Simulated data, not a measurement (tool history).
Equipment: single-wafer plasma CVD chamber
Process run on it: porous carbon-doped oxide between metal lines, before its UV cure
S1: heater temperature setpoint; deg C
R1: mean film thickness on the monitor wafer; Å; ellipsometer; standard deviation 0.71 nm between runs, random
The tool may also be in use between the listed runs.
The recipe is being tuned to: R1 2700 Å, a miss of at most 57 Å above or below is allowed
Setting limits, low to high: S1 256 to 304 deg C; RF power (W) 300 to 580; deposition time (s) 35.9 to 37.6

{"run": 1, "day": 0.0, "S1": 280, "RF power (W)": 440, "deposition time (s)": 37.6, "R1": 2069.5}
{"run": 2, "day": 0.367, "S1": 276, "RF power (W)": 455, "deposition time (s)": 37.6, "R1": 2197.7}
{"run": 3, "day": 0.417, "S1": 276, "RF power (W)": 455, "deposition time (s)": 37.6, "R1": 2190.3}
{"run": 4, "day": 0.779, "S1": 276, "RF power (W)": 455, "deposition time (s)": 37.6, "R1": 2201}
{"run": 5, "day": 1.017, "S1": 267, "RF power (W)": 455, "deposition time (s)": 37.6, "R1": 2315.7}
{"run": 6, "day": 1.129, "S1": 265, "RF power (W)": 465, "deposition time (s)": 37.6, "R1": 2383.3}
{"day": 1.246, "done": "RF generator calibrated"}
{"run": 7, "day": 1.246, "S1": 264, "RF power (W)": 475, "deposition time (s)": 37.6, "R1": 2594.1}
{"run": 8, "day": 1.279, "S1": 263, "RF power (W)": 475, "deposition time (s)": 37.6, "R1": 2586.9}
{"run": 9, "day": 1.312, "S1": 262, "RF power (W)": 475, "deposition time (s)": 37.6, "R1": 2596.5}

Pick the move, out of 5, that brings all results within their allowed miss; only one does.
{"run": "A", "day": 1.346, "S1": 265, "RF power (W)": 475, "deposition time (s)": 35.9, "R1": "?"}
{"run": "B", "day": 1.346, "S1": 260, "RF power (W)": 495, "deposition time (s)": 37.3, "R1": "?"}
{"run": "C", "day": 1.346, "S1": 273, "RF power (W)": 490, "deposition time (s)": 37.6, "R1": "?"}
{"run": "D", "day": 1.346, "S1": 262, "RF power (W)": 480, "deposition time (s)": 36.9, "R1": "?"}
{"run": "E", "day": 1.346, "S1": 260, "RF power (W)": 520, "deposition time (s)": 37.6, "R1": "?"}

move=A R1=2450.8
move=B R1=2710.7
move=C R1=2510.7
move=D R1=2584.6
move=E R1=2842.3
A: misses by more than the last run did
B: hits every target within its allowed miss
C: misses by more than the last run did
D: misses by more than the last run did
E: the result that was furthest off in the last run now lies on the other side of its target
Answer: B
